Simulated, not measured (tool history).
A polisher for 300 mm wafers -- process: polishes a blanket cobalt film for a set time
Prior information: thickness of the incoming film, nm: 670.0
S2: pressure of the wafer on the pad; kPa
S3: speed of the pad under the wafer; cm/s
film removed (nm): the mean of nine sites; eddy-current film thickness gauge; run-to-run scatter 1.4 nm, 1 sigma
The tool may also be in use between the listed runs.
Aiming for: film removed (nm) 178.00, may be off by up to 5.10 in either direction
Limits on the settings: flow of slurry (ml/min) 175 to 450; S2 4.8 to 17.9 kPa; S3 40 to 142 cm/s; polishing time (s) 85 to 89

{"run": 1, "hour": 0.0, "flow of slurry (ml/min)": 290, "S2": 11.0, "S3": 90, "polishing time (s)": 85, "film removed (nm)": 339.03}
{"run": 2, "hour": 3.0, "flow of slurry (ml/min)": 290, "S2": 13.8, "S3": 90, "polishing time (s)": 85, "film removed (nm)": 430.08}
{"run": 3, "hour": 10.5, "flow of slurry (ml/min)": 290, "S2": 11.7, "S3": 88, "polishing time (s)": 85, "film removed (nm)": 353.28}
{"run": 4, "hour": 17.3, "flow of slurry (ml/min)": 225, "S2": 11.7, "S3": 88, "polishing time (s)": 85, "film removed (nm)": 340.75}
{"run": 5, "hour": 20.8, "flow of slurry (ml/min)": 220, "S2": 10.3, "S3": 88, "polishing time (s)": 85, "film removed (nm)": 307.19}
{"run": 6, "hour": 27.9, "flow of slurry (ml/min)": 220, "S2": 10.3, "S3": 80, "polishing time (s)": 85, "film removed (nm)": 277.29}
{"run": 7, "hour": 28.5, "flow of slurry (ml/min)": 220, "S2": 9.0, "S3": 80, "polishing time (s)": 85, "film removed (nm)": 244.52}
{"run": 8, "hour": 32.5, "flow of slurry (ml/min)": 220, "S2": 8.3, "S3": 80, "polishing time (s)": 85, "film removed (nm)": 225.93}
{"run": 9, "hour": 39.9, "flow of slurry (ml/min)": 220, "S2": 5.5, "S3": 80, "polishing time (s)": 85, "film removed (nm)": 153.96}

Next run, 4 choices. One meets every target within its allowed miss, the rest don't. Which?
{"run": "A", "hour": 47.3, "flow of slurry (ml/min)": 185, "S2": 6.2, "S3": 88, "polishing time (s)": 89, "film removed (nm)": "?"}
{"run": "B", "hour": 47.3, "flow of slurry (ml/min)": 205, "S2": 5.5, "S3": 90, "polishing time (s)": 89, "film removed (nm)": "?"}
{"run": "C", "hour": 47.3, "flow of slurry (ml/min)": 190, "S2": 6.2, "S3": 94, "polishing time (s)": 86, "film removed (nm)": "?"}
{"run": "D", "hour": 47.3, "flow of slurry (ml/min)": 240, "S2": 8.3, "S3": 68, "polishing time (s)": 85, "film removed (nm)": "?"}

move=A film_removed_(nm)=188.89
move=B film_removed_(nm)=175.30
move=C film_removed_(nm)=195.37
move=D film_removed_(nm)=191.65
A: takes the biggest miss from the last run beyond its target
B: each result inside its tolerance
C: takes the biggest miss from the last run beyond its target
D: takes the biggest miss from the last run beyond its target
Go with B: it meets all targets.
